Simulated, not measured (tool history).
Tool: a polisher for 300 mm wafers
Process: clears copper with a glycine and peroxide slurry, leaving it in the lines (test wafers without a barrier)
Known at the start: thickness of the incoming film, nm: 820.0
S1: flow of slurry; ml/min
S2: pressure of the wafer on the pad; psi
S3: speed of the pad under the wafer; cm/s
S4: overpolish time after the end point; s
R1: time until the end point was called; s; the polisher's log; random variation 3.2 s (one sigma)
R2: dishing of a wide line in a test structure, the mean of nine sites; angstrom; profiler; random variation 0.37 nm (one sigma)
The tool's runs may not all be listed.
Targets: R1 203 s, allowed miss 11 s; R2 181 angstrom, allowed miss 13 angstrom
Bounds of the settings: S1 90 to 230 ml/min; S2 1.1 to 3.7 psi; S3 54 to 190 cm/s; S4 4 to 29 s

| run | hour | S1 | S2 | S3 | S4 | R1 | R2 |
|---|---|---|---|---|---|---|---|
| 1 | 0 | 150 | 2.4 | 122 | 15 | 153.95 | 503.56 |
| 2 | 8.5 | 170 | 2.4 | 122 | 15 | 156.46 | 497.15 |
| 3 | 16.6 | 170 | 2.2 | 124 | 14 | 159.96 | 448.52 |
| 4 | 18 | 170 | 2.6 | 124 | 14 | 142.81 | 507.92 |
| 5 | 26.5 | 170 | 2.6 | 138 | 14 | 131.69 | 553.52 |
| 6 | 30.7 | 170 | 2.8 | 138 | 14 | 123.57 | 565.16 |
| 7 | 32.7 | 130 | 3.2 | 104 | 7 | 139.61 | 289.02 |
| 8 | 34.1 | 130 | 3.1 | 102 | 7 | 140.29 | 290.92 |
| 9 | 42.5 | 130 | 3 | 100 | 7 | 151.46 | 275.55 |
| 10 | 47.9 | 130 | 2.9 | 98 | 7 | 157.12 | 257.45 |
| 11 | 55.5 | 130 | 2.8 | 98 | 7 | 167.4 | 256.41 |
| 12 | 63.9 | 130 | 2.8 | 96 | 7 | 156.78 | 269.03 |
| 13 | 64.6 | 130 | 2.7 | 92 | 7 | 173.07 | 245.95 |

Which of these 5 next moves meets every target?
| A | 65.3 | 130 | 2.4 | 64 | 8 | ? | ? |
| B | 65.3 | 135 | 2.5 | 54 | 9 | ? | ? |
| C | 65.3 | 140 | 2.2 | 88 | 6 | ? | ? |
| D | 65.3 | 150 | 2.8 | 76 | 6 | ? | ? |
| E | 65.3 | 140 | 2.5 | 76 | 15 | ? | ? |

| move | R1 | R2 |
|---|---|---|
| A | 227.12 | 210.17 |
| B | 234.77 | 227.68 |
| C | 205.25 | 176.09 |
| D | 180.08 | 199.81 |
| E | 199.83 | 410.75 |
A: nearer than the last run, and not there yet
B: nearer than the last run, and not there yet
C: meets every target
D: nearer than the last run, and not there yet
E: further off than the last run
Answer: C
